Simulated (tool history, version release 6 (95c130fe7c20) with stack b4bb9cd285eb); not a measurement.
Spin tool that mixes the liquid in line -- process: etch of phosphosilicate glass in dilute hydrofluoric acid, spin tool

run,hour,temperature setpoint of the liquid (K),parts of water to one part of 49 % hydrofluoric acid (parts by volume),time under the liquid (s),thickness taken off the phosphosilicate glass on a monitor wafer (angstrom)
1,0.0,295.15,105,45,441.02
2,6.0,295.15,70,45,689.87
3,13.8,296.65,70,45,738.25
4,17.8,295.15,75,45,639.10
5,21.5,295.15,75,50,717.87
6,23.6,295.15,60,50,903.39
7,31.8,294.15,70,50,739.15

Run 8 comes next. What will it give?
8,35.8,294.15,70,50,?

{"run 8": {"thickness taken off the phosphosilicate glass on a monitor wafer (angstrom)": 733.64}}
